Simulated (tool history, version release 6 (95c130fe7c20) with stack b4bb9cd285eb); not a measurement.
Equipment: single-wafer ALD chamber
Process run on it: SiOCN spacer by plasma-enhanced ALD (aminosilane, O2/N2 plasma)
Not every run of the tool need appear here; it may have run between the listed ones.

run  hour  heater temperature setpoint (K)  number of ALD cycles (cycles)  mean film thickness on the monitor wafer (angstrom)
  1     0                           653.15                             87                                               50.209
  2   2.3                           644.15                             87                                               50.551
  3   8.6                           644.15                             92                                               53.232
  4   9.4                           644.15                             84                                               48.857
  5  17.6                           644.15                             96                                               56.127
  6  22.6                           644.15                             93                                               53.951
  7  28.7                           644.15                             90                                               52.286
  8  36.1                           644.15                             87                                               50.688
  9  41.9                           644.15                             85                                               49.116
 10  44.7                           644.15                             83                                               48.056

Estimate the outcome of run 11 from the log above:
 11    47                           644.15                             69                                                    ?

Run 11 gave mean film thickness on the monitor wafer (angstrom) 40.144.
